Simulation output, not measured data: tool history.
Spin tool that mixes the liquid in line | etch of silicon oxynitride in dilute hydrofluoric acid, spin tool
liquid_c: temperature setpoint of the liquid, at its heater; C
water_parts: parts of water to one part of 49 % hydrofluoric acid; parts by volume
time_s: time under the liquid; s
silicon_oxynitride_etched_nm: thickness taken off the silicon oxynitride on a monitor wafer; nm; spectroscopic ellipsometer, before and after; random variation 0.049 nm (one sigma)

| run | hour | liquid_c | water_parts | time_s | silicon_oxynitride_etched_nm |
|---|---|---|---|---|---|
| 1 | 0.0 | 25.0 | 70 | 65 | 4.7397 |
| 2 | 6.9 | 23.0 | 70 | 65 | 4.3216 |
| 3 | 10.5 | 23.0 | 70 | 65 | 4.3521 |
| 4 | 12.4 | 23.0 | 80 | 65 | 3.7728 |
| 5 | 19.9 | 25.0 | 70 | 65 | 4.7435 |
| 6 | 26.0 | 25.0 | 70 | 65 | 4.7779 |
| 7 | 30.4 | 26.5 | 65 | 65 | 5.5796 |

The next listed run, before its measurement:
| 8 | 37.5 | 27.5 | 60 | 65 | ? |

{"run 8": {"silicon_oxynitride_etched_nm": 6.3289}}

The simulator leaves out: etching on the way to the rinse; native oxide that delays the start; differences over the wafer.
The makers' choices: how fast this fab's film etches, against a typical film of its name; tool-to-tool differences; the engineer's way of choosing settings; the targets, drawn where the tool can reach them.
